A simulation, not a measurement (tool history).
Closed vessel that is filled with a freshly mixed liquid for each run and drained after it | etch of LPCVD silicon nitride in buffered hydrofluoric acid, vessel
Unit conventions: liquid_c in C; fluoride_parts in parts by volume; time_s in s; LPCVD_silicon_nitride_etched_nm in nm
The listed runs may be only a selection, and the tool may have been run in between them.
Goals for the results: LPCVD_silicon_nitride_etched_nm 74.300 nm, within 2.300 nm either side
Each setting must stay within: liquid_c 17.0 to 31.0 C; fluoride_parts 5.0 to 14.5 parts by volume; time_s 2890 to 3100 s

run  hour  liquid_c  fluoride_parts  time_s  LPCVD_silicon_nitride_etched_nm
  1   0.0      23.0             9.0    2890                           37.476
  2   1.2      24.0             8.5    2890                           43.192
  3   7.4      24.0             8.5    3100                           46.270
  4  11.1      25.0             8.5    3100                           47.995
  5  17.8      25.0             8.5    3100                           49.177
  6  21.3      25.0             8.5    2890                           44.903
  7  23.5      25.5             8.5    2890                           45.652
  8  29.3      26.0             8.5    2890                           47.347
  9  34.6      26.5             8.5    2890                           49.375
 10  42.1      26.5             8.5    2890                           48.816
 11  43.0      27.0             8.5    2890                           49.965
 12  47.1      27.5             8.5    2890                           51.697
 13  49.7      28.0             8.5    2890                           51.847
 14  58.1      28.5             8.5    2890                           54.964
 15  60.8      29.0             8.5    2890                           56.356
 16  63.2      30.0             7.5    2895                           67.425
 17  67.3      30.5             7.5    2895                           68.901
 18  70.7      31.0             7.5    2895                           71.595
 19  75.9      31.0             7.0    2900                           77.069

Which one of the following 4 next-run settings gets every result inside its allowed miss? There is exactly one.
  A  81.1      29.0             7.0    3100                                ?
  B  81.1      31.0             7.0    3100                                ?
  C  81.1      31.0             6.5    2890                                ?
  D  81.1      31.0             7.0    3095                                ?

move  LPCVD_silicon_nitride_etched_nm
   A                           74.654
   B                           82.894
   C                           82.402
   D                           82.760
A: every result within its allowed miss
B: misses by more than the last run did
C: misses by more than the last run did
D: misses by more than the last run did
A meets every target.
